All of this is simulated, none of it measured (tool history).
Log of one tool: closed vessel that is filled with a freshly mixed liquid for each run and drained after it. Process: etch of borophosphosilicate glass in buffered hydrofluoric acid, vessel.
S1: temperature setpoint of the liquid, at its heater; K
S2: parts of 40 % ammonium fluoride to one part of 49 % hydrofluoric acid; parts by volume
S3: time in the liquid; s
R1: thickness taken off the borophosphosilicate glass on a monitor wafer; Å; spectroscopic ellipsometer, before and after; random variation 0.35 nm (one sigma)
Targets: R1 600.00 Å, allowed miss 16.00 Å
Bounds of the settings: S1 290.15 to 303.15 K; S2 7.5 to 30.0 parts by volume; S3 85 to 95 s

run	hour	S1	S2	S3	R1
1	0.0	295.15	21.0	85	781.37
2	7.2	295.15	21.0	95	869.95
3	16.0	295.15	17.5	95	1026.30
4	22.8	294.15	19.0	95	892.41
5	27.1	291.65	19.0	95	784.52
6	36.2	291.15	20.0	95	724.78
7	41.9	291.15	20.5	95	710.97
8	48.8	291.15	21.0	95	697.66
9	54.9	291.15	21.5	95	684.12
10	63.1	291.15	22.0	95	673.07
11	65.4	291.15	22.5	95	668.65
12	69.6	291.15	23.0	95	658.60
13	73.3	290.65	23.5	95	626.52

5 next moves are on the table. One of them brings every result within its allowed miss. Which?
A	77.0	290.15	22.0	90	?
B	77.0	291.15	22.0	90	?
C	77.0	290.65	23.0	95	?
D	77.0	290.15	20.5	90	?
E	77.0	290.65	21.0	90	?

move	R1
A	602.72
B	637.72
C	634.54
D	633.02
E	640.35
A: meets every target
B: further off than the last run
C: further off than the last run
D: further off than the last run
E: further off than the last run
The right move is A.
